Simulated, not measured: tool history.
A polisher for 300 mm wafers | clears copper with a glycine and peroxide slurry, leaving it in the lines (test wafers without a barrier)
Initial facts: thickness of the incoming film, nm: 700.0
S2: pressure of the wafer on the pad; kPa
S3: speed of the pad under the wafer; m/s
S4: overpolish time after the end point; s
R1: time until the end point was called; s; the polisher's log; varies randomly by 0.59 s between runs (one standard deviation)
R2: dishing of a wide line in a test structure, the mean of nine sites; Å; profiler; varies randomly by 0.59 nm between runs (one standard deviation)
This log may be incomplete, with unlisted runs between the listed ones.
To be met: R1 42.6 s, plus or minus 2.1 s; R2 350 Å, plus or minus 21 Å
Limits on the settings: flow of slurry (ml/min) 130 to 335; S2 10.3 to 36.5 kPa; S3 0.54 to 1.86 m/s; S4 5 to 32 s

Run 1, hour 0: flow of slurry (ml/min) 215, S2 23.4 kPa, S3 1.18 m/s, S4 16 s. Result: R1 84.439 s, R2 443.55 Å.
Run 2, hour 5: flow of slurry (ml/min) 215, S2 23.4 kPa, S3 1.18 m/s, S4 14 s. Result: R1 85.36 s, R2 406.98 Å.
Run 3, hour 8.4: flow of slurry (ml/min) 215, S2 25.5 kPa, S3 1.18 m/s, S4 14 s. Result: R1 77.551 s, R2 428.23 Å.
Run 4, hour 9.8: flow of slurry (ml/min) 205, S2 26.2 kPa, S3 1.32 m/s, S4 12 s. Result: R1 69.844 s, R2 426.5 Å.
Run 5, hour 13.8: flow of slurry (ml/min) 235, S2 26.9 kPa, S3 1.4 m/s, S4 10 s. Result: R1 61.578 s, R2 410.14 Å.
Run 6, hour 19.3: flow of slurry (ml/min) 260, S2 26.9 kPa, S3 1.48 m/s, S4 9 s. Result: R1 60.105 s, R2 394.56 Å.
Run 7, hour 21.2: flow of slurry (ml/min) 275, S2 27.6 kPa, S3 1.56 m/s, S4 8 s. Result: R1 54.231 s, R2 383.04 Å.
Run 8, hour 27.6: flow of slurry (ml/min) 290, S2 27.6 kPa, S3 1.62 m/s, S4 7 s. Result: R1 52.038 s, R2 385.95 Å.
Run 9, hour 36: flow of slurry (ml/min) 300, S2 27.6 kPa, S3 1.68 m/s, S4 7 s. Result: R1 49.181 s, R2 369.59 Å.
Run 10, hour 37.7: flow of slurry (ml/min) 305, S2 27.6 kPa, S3 1.72 m/s, S4 7 s. Result: R1 49.266 s, R2 393.96 Å.
Run 11, hour 42.1: flow of slurry (ml/min) 310, S2 29.6 kPa, S3 1.64 m/s, S4 7 s. Result: R1 48.372 s, R2 403.13 Å.
Run 12, hour 49.9: flow of slurry (ml/min) 290, S2 29 kPa, S3 1.7 m/s, S4 7 s. Result: R1 48.269 s, R2 388.17 Å.
Run 13, hour 56.8: flow of slurry (ml/min) 295, S2 29 kPa, S3 1.74 m/s, S4 7 s. Result: R1 47.282 s, R2 384.87 Å.
Run 14, hour 65.5: flow of slurry (ml/min) 280, S2 29.6 kPa, S3 1.76 m/s, S4 7 s. Result: R1 46.306 s, R2 396.1 Å.
Run 15, hour 67.4: flow of slurry (ml/min) 295, S2 29 kPa, S3 1.78 m/s, S4 7 s. Result: R1 46.72 s, R2 405.17 Å.
Run 16, hour 69.4: flow of slurry (ml/min) 305, S2 29 kPa, S3 1.78 m/s, S4 7 s. Result: R1 46.003 s, R2 392.97 Å.
Run 17, hour 70.7: flow of slurry (ml/min) 310, S2 29 kPa, S3 1.8 m/s, S4 7 s. Result: R1 46.155 s, R2 379.95 Å.
Run 18, hour 72.6: flow of slurry (ml/min) 315, S2 29 kPa, S3 1.82 m/s, S4 7 s. Result: R1 45.002 s, R2 393.27 Å.
Run 19, hour 80.4: flow of slurry (ml/min) 320, S2 29 kPa, S3 1.82 m/s, S4 7 s. Result: R1 44.927 s, R2 394.68 Å.
Run 20, hour 85.6: flow of slurry (ml/min) 325, S2 29 kPa, S3 1.82 m/s, S4 7 s. Result: R1 44.363 s, R2 406.8 Å.
Run 21, hour 92.3: flow of slurry (ml/min) 295, S2 29.6 kPa, S3 1.82 m/s, S4 7 s. Result: R1 43.823 s, R2 404.06 Å.
Run 22, hour 93.1: flow of slurry (ml/min) 305, S2 29.6 kPa, S3 1.82 m/s, S4 7 s. Result: R1 44.157 s, R2 401.62 Å.
At hour 94.2: head pressure recalibrated.
Run 23, hour 94.2: flow of slurry (ml/min) 310, S2 29.6 kPa, S3 1.82 m/s, S4 7 s. Result: R1 40.427 s, R2 416.53 Å.
Run 24, hour 94.8: flow of slurry (ml/min) 315, S2 29 kPa, S3 1.82 m/s, S4 7 s. Result: R1 39.679 s, R2 423.6 Å.

Of the 4 settings listed for the next run, only one would bring every result within its allowed miss of target. Which one?
Run A, hour 95.4: flow of slurry (ml/min) 285, S2 35.2 kPa, S3 1.48 m/s, S4 9 s. Result: R1 ?, R2 ?.
Run B, hour 95.4: flow of slurry (ml/min) 270, S2 35.2 kPa, S3 1.38 m/s, S4 8 s. Result: R1 ?, R2 ?.
Run C, hour 95.4: flow of slurry (ml/min) 310, S2 30.3 kPa, S3 1.7 m/s, S4 11 s. Result: R1 ?, R2 ?.
Run D, hour 95.4: flow of slurry (ml/min) 290, S2 33.1 kPa, S3 1.56 m/s, S4 5 s. Result: R1 ?, R2 ?.

move      R1      R2
   A  41.314  459.09
   B   44.32  430.03
   C  41.332  479.12
   D   41.55  352.38
A: lands further from the targets than the last run did
B: lands further from the targets than the last run did
C: lands further from the targets than the last run did
D: all results land within tolerance of their targets
Go with D: it meets all targets.
